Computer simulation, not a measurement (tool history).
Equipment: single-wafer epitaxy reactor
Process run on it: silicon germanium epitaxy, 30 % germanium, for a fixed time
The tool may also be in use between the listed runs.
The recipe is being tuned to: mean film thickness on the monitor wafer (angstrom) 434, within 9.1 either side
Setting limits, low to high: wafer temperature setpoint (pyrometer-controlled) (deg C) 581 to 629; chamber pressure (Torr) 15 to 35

run	hour	wafer temperature setpoint (pyrometer-controlled) (deg C)	chamber pressure (Torr)	mean film thickness on the monitor wafer (angstrom)
1	0	605	25	704.72
2	8	599	24.2	616.65
3	14.2	599	27.8	648.2
4	21.8	591	27.8	547.15
5	22.5	588	27.4	512.47
6	27.7	586	27	485.9
7	29.1	585	26.9	477.62
8	37	584	26.7	467.92
9	39.1	583	26.4	452.07

5 candidate next runs follow, results not yet known. Just one meets every target within its allowed miss. Identify it.
A	41.2	582	28.4	?
B	41.2	583	23.2	?
C	41.2	583	25.8	?
D	41.2	583	28.2	?
E	41.2	585	26.3	?

move	mean film thickness on the monitor wafer (angstrom)
A	456.04
B	434.49
C	450.56
D	464.67
E	473.12
A: moves away from the targets compared with the last run
B: every result lands within tolerance
C: closer than the last run, but not yet in spec
D: moves away from the targets compared with the last run
E: moves away from the targets compared with the last run
So the answer is move B, the one that meets all the targets.
